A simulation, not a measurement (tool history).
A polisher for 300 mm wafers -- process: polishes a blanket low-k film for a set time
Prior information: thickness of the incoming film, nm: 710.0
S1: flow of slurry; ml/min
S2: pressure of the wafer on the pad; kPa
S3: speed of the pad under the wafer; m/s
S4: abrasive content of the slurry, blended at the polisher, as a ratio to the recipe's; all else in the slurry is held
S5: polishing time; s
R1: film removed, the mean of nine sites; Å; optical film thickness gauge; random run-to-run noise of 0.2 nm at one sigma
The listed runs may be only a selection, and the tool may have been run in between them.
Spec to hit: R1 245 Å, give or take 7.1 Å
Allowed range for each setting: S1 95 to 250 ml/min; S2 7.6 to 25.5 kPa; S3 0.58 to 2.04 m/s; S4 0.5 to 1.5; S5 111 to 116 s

run  hour   S1    S2    S3  S4   S5      R1
  1     0  160  16.5   1.3   1  111  630.29
  2   6.9  155  15.2   1.2   1  111  543.83
  3  13.9  155  12.4   1.2   1  111  450.42
  4  19.4  155     9   1.2   1  111  326.22
  5  20.5  155     9  1.16   1  111  321.75
  6  27.6  135     9  1.16   1  111  308.05
  7  32.7  100   7.6  0.98   1  111  226.29
  8  39.2  105   7.6  0.98   1  111  228.64
  9  43.7  135   8.3  0.98   1  111  257.58
     44.9  -- slurry blender recalibrated
 10  44.9  130   8.3  0.98   1  111   281.3
 11  49.9  125   8.3  0.98   1  111  278.83
 12  54.9  120   8.3  0.98   1  111  282.49
 13  59.8  115   8.3  0.98   1  111  277.65
 14  67.4  115   8.3  0.96   1  111  277.64
 15  71.8  105   7.6  0.82   1  111  220.45
 16  77.7  110   7.6  0.82   1  111  224.48
 17  84.3  115   7.6  0.82   1  111  221.97

Next run, 5 choices. One meets every target within its allowed miss, the rest don't. Which?
  A  90.9  115  8.3   0.6  1.05  111   ?
  B  90.9  100  9.7   0.7  0.85  116   ?
  C  90.9   95  8.3  0.58   1.1  115   ?
  D  90.9   95  8.3   0.7   0.9  112   ?
  E  90.9  100    9  0.72  0.95  111   ?

move      R1
   A   198.6
   B  239.97
   C   197.8
   D  202.75
   E  227.58
A: misses by more than the last run did
B: all results land within tolerance of their targets
C: misses by more than the last run did
D: misses by more than the last run did
E: closer than the last run, but not yet in spec
So the answer is move B, the one that meets all the targets.
